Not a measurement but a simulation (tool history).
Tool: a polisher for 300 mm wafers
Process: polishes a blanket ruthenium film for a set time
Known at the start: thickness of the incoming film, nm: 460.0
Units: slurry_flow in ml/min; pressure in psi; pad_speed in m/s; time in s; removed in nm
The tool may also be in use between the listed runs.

run  hour  slurry_flow  pressure  pad_speed  time  removed
  1     0          215       2.6       0.88    87   130.99
  2   8.8          215       2.6       0.88    91   138.03
  3  14.4          215       3.2       0.88    91   169.25
  4    21          265       3.2       0.88    91   172.92
  5  22.3          210       3.2       0.88    91   167.83
  6  24.3          210       3.2       0.88    91   168.18

The next listed run, before its measurement:
  7    27          205         3       0.88    91        ?

removed: 156.1 nm

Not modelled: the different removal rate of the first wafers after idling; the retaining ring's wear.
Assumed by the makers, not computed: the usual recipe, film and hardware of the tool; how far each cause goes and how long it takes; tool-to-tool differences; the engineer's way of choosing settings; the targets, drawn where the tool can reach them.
